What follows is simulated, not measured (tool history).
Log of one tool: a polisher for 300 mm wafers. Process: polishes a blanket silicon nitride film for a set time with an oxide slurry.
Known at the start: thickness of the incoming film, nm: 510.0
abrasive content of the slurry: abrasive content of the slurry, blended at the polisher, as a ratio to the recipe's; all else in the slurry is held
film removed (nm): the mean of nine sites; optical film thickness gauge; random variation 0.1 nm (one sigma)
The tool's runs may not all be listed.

run  hour  flow of slurry (ml/min)  pressure of the wafer on the pad (psi)  speed of the pad under the wafer (m/s)  abrasive content of the slurry  polishing time (s)  film removed (nm)
  1     0                      295                                     2.4                                    0.86                               1                  45             16.581
  2   5.5                      235                                     2.4                                    0.86                               1                  45             16.451
  3  11.5                      235                                     2.2                                    0.86                               1                  45             15.395
  4  15.4                      235                                       2                                    0.86                               1                  45               14.3
  5  20.3                      235                                     1.9                                    0.86                               1                  45             13.878
  6  23.7                      235                                     1.8                                    0.86                               1                  45               13.2

Forecast run 7:
  7  25.7                      235                                     1.7                                    0.86                               1                  45                  ?

{"run 7": {"film removed (nm)": 12.619}}
